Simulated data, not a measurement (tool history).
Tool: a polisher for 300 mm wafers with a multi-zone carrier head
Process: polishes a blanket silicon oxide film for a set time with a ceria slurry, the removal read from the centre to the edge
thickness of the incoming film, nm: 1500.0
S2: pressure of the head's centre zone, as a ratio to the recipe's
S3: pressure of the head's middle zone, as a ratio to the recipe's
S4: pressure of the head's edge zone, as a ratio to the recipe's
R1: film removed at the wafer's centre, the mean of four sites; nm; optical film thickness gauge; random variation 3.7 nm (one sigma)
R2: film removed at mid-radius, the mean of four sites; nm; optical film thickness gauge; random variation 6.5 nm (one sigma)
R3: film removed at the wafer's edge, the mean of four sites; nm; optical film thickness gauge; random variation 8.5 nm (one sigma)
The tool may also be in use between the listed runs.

run 1 hour=0 | flow_of_slurry_(ml/min)=150 S2=1 S3=1 S4=1 polishing_time_(s)=83 | R1=399.43 R2=407.85 R3=415.33
run 2 hour=0.6 | flow_of_slurry_(ml/min)=170 S2=1 S3=1 S4=1 polishing_time_(s)=83 | R1=415.86 R2=417.81 R3=424.26
run 3 hour=9.2 | flow_of_slurry_(ml/min)=175 S2=1.01 S3=1.03 S4=1.02 polishing_time_(s)=86 | R1=434.51 R2=448.14 R3=439.89
run 4 hour=12.9 | flow_of_slurry_(ml/min)=175 S2=1.02 S3=1.04 S4=1.04 polishing_time_(s)=90 | R1=464.41 R2=473.02 R3=472.67
run 5 hour=20.6 | flow_of_slurry_(ml/min)=205 S2=1.02 S3=1.04 S4=1.04 polishing_time_(s)=90 | R1=477.28 R2=479.27 R3=479.32
run 6 hour=23 | flow_of_slurry_(ml/min)=205 S2=1.02 S3=1.04 S4=0.98 polishing_time_(s)=90 | R1=480.55 R2=487.9 R3=463.73
run 7 hour=24 | flow_of_slurry_(ml/min)=205 S2=1.03 S3=1.06 S4=1 polishing_time_(s)=93 | R1=500.21 R2=511.91 R3=496.55
run 8 hour=27.6 | flow_of_slurry_(ml/min)=225 S2=1.1 S3=1.16 S4=1.01 polishing_time_(s)=106 | R1=613.34 R2=630.74 R3=571.13

Run 9 comes next. What will it give?
run 9 hour=28.5 | flow_of_slurry_(ml/min)=225 S2=1.1 S3=1.16 S4=1.02 polishing_time_(s)=106 | R1=? R2=? R3=?

R1: 619.56 nm
R2: 643.66 nm
R3: 564.38 nm
